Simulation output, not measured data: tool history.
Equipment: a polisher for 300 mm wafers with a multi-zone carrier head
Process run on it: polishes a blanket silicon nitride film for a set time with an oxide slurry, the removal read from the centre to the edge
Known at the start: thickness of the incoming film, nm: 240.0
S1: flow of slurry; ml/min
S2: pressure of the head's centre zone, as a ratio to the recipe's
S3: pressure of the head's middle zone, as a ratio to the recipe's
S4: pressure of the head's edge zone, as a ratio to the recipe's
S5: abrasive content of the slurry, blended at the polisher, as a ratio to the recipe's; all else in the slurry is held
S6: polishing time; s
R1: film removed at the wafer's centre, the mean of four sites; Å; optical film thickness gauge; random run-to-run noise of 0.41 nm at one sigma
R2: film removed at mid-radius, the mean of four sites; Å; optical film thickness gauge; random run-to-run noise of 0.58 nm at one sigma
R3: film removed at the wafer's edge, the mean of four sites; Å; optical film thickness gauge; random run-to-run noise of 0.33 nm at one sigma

run,hour,S1,S2,S3,S4,S5,S6,R1,R2,R3
1,0,255,1,1,1,1,76,594.2,594.28,610.94
2,4.3,255,0.99,1,0.98,0.95,76,579.84,574.03,597.87
3,10,255,0.99,0.96,0.98,0.95,76,587.4,563.52,603.02
4,12,255,0.98,0.98,0.97,0.9,76,570.61,562.74,573.36
5,15.1,255,0.98,0.98,0.91,0.9,76,564.8,556.54,569.72
6,22.8,310,0.98,0.98,0.91,0.9,76,569.86,566.44,569.79

What will run 7 give?
7,29.2,310,0.98,0.98,0.91,0.9,76,?,?,?

For run 7 the tool returned R1 576.94 Å, R2 554.56 Å, R3 579.71 Å.

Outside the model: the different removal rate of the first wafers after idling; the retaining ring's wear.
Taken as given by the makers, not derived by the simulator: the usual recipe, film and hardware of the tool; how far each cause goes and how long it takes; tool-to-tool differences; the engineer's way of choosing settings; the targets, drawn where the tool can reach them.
